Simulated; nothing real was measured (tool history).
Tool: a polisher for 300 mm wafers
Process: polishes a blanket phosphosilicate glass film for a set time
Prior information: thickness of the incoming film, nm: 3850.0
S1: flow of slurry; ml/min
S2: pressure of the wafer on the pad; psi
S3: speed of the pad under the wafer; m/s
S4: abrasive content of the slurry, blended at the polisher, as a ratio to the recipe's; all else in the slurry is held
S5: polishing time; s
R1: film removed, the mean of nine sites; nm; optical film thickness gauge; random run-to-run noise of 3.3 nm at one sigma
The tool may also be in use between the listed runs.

run	day	S1	S2	S3	S4	S5	R1
1	0	170	2	1.26	1	51	299.53
2	0.208	170	2.2	1.26	1	51	325.95
3	0.558	170	2.2	1.38	1	51	346.86
4	0.629	170	2.2	1.12	1	51	305.51
5	0.779	170	2.2	1.44	1	51	354.33
6	1.008	170	1.9	1.42	1	51	313.18

What does the tool deliver on the next run?
7	1.2	170	1.7	1.4	1	51	?

Run 7 gave R1 276.15 nm.
